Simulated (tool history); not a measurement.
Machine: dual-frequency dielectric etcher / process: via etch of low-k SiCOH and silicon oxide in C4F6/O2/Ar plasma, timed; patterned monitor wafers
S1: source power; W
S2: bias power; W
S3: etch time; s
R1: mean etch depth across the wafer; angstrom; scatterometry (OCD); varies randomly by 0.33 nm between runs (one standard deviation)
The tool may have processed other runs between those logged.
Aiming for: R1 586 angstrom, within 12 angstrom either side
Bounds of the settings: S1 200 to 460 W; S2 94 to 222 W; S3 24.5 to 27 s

run	hour	S1	S2	S3	R1
1	0	330	158	27	670.26
2	3.9	330	158	27	669.62
3	10.9	330	181	27	703.7
4	17.3	330	181	24.5	646.84
5	22	320	179	24.5	632.04
6	25.8	340	179	24.5	642.52
7	29.1	330	174	24.5	636.91
8	31.8	320	172	24.5	624.69
9	39.8	310	171	24.5	616.73
10	44.5	300	170	24.5	604.89

Below are 4 possible settings for the next run. Only one of them brings all results inside the allowed miss of their targets. Which is it?
A	49.2	300	150	26	?
B	49.2	260	155	27	?
C	49.2	280	167	24.5	?
D	49.2	270	168	27	?

move	R1
A	605.33
B	607.43
C	583.72
D	637.11
A: no nearer and no further than the last run
B: lands further from the targets than the last run did
C: every result lands within tolerance
D: lands further from the targets than the last run did
So the answer is move C, the one that meets all the targets.
